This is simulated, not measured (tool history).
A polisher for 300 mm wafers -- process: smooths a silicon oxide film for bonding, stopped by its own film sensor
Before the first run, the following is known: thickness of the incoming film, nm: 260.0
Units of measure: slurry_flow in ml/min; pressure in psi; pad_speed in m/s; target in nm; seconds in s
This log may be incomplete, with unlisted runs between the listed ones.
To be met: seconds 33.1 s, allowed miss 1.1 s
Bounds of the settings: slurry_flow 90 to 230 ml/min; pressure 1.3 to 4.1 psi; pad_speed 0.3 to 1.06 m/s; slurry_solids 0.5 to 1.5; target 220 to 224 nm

run 1 hour=0 | slurry_flow=150 pressure=2.7 pad_speed=0.68 slurry_solids=1 target=220 | seconds=49.36
run 2 hour=1 | slurry_flow=155 pressure=3 pad_speed=0.68 slurry_solids=1 target=220 | seconds=44.143
run 3 hour=6.4 | slurry_flow=155 pressure=3 pad_speed=0.54 slurry_solids=1 target=220 | seconds=52.885
run 4 hour=11.4 | slurry_flow=160 pressure=3.3 pad_speed=0.56 slurry_solids=1 target=220 | seconds=48.208
run 5 hour=16.8 | slurry_flow=160 pressure=3.3 pad_speed=0.56 slurry_solids=1 target=224 | seconds=42.821
run 6 hour=24.3 | slurry_flow=160 pressure=3.5 pad_speed=0.56 slurry_solids=1 target=224 | seconds=40.972
run 7 hour=27.7 | slurry_flow=160 pressure=3.7 pad_speed=0.56 slurry_solids=1 target=224 | seconds=38.257
run 8 hour=31.9 | slurry_flow=160 pressure=3.8 pad_speed=0.56 slurry_solids=1 target=224 | seconds=37.04
run 9 hour=33.4 | slurry_flow=160 pressure=3.9 pad_speed=0.56 slurry_solids=1 target=224 | seconds=36.317
run 10 hour=40.2 | slurry_flow=165 pressure=4 pad_speed=0.56 slurry_solids=1 target=224 | seconds=34.649

Which single option among these 5 for the next run brings every result within its allowed miss of target? Just one does.
run A hour=47 | slurry_flow=145 pressure=3.8 pad_speed=0.64 slurry_solids=1.1 target=224 | seconds=?
run B hour=47 | slurry_flow=145 pressure=3.8 pad_speed=0.64 slurry_solids=0.95 target=223 | seconds=?
run C hour=47 | slurry_flow=160 pressure=4.1 pad_speed=0.56 slurry_solids=1 target=223 | seconds=?
run D hour=47 | slurry_flow=140 pressure=4.1 pad_speed=0.48 slurry_solids=1.4 target=223 | seconds=?
run E hour=47 | slurry_flow=215 pressure=4.1 pad_speed=0.5 slurry_solids=1 target=223 | seconds=?

move=A seconds=33.186
move=B seconds=36.223
move=C seconds=35.951
move=D seconds=36.658
move=E seconds=37.638
A: all results land within tolerance of their targets
B: its largest miss is bigger than the last run's
C: its largest miss is bigger than the last run's
D: its largest miss is bigger than the last run's
E: its largest miss is bigger than the last run's
Move A is the one to make.

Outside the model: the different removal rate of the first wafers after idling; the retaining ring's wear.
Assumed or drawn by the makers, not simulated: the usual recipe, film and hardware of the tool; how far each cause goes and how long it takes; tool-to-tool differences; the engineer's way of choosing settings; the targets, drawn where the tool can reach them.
